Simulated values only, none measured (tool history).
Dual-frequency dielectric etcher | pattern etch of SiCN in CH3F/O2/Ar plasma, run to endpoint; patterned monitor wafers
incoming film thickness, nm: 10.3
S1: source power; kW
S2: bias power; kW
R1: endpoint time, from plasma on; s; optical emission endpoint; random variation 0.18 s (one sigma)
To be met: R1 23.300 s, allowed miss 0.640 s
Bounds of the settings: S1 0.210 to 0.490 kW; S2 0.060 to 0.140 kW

run,day,S1,S2,R1
1,0.000,0.350,0.100,26.886
2,0.100,0.360,0.101,26.383
3,0.217,0.360,0.092,27.501
4,0.471,0.370,0.093,27.148
5,0.742,0.330,0.093,28.371
6,0.804,0.360,0.093,27.648
7,0.979,0.370,0.095,26.908
8,1.192,0.380,0.096,26.810

Which of these 4 next moves meets every target?
A,1.404,0.400,0.113,?
B,1.404,0.470,0.097,?
C,1.404,0.410,0.104,?
D,1.404,0.430,0.120,?

move,R1
A,24.690
B,25.291
C,25.454
D,23.577
A: nearer than the last run, and not there yet
B: nearer than the last run, and not there yet
C: nearer than the last run, and not there yet
D: meets every target
Move D is the one to make.

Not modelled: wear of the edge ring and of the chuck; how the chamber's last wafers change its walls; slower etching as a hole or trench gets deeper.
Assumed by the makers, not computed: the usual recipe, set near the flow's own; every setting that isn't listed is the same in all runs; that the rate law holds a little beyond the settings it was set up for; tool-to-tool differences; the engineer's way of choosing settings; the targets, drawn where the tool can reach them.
